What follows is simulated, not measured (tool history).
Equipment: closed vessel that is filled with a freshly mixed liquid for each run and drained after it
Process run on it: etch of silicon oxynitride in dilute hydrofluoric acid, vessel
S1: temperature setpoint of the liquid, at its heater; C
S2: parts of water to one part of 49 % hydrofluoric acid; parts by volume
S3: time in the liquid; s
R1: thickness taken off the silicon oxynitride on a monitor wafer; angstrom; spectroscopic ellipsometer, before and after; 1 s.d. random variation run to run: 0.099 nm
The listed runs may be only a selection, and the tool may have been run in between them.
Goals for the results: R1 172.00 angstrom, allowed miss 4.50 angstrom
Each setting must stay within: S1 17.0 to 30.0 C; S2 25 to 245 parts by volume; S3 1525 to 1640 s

| run | hour | S1 | S2 | S3 | R1 |
|---|---|---|---|---|---|
| 1 | 0.0 | 22.0 | 135 | 1525 | 314.14 |
| 2 | 1.2 | 22.0 | 135 | 1525 | 314.10 |
| 3 | 3.1 | 20.5 | 135 | 1525 | 291.33 |
| 4 | 6.8 | 19.5 | 150 | 1525 | 248.42 |
| 5 | 8.4 | 17.0 | 150 | 1525 | 218.69 |
| 6 | 15.0 | 17.0 | 160 | 1525 | 203.12 |
| 7 | 19.9 | 17.0 | 165 | 1525 | 197.05 |
| 8 | 28.7 | 17.0 | 170 | 1525 | 191.35 |
| 9 | 31.4 | 17.0 | 175 | 1525 | 184.33 |
| 10 | 37.7 | 17.0 | 175 | 1525 | 185.33 |
| 11 | 41.5 | 17.0 | 180 | 1525 | 179.11 |
|  | 47.5 | hydrofluoric acid flow meter replaced |
| 12 | 47.5 | 17.0 | 185 | 1525 | 188.08 |
| 13 | 54.4 | 17.0 | 195 | 1525 | 176.84 |

Which of these 5 next moves meets every target?
| A | 61.3 | 17.5 | 215 | 1590 | ? |
| B | 61.3 | 17.0 | 195 | 1590 | ? |
| C | 61.3 | 18.0 | 210 | 1590 | ? |
| D | 61.3 | 17.5 | 205 | 1640 | ? |
| E | 61.3 | 17.0 | 190 | 1545 | ? |

| move | R1 |
|---|---|
| A | 169.55 |
| B | 184.71 |
| C | 178.27 |
| D | 184.51 |
| E | 184.76 |
A: in spec on every target
B: the biggest miss grows against the last run
C: the biggest miss grows against the last run
D: the biggest miss grows against the last run
E: the biggest miss grows against the last run
A is the move that brings every result within its allowed miss.

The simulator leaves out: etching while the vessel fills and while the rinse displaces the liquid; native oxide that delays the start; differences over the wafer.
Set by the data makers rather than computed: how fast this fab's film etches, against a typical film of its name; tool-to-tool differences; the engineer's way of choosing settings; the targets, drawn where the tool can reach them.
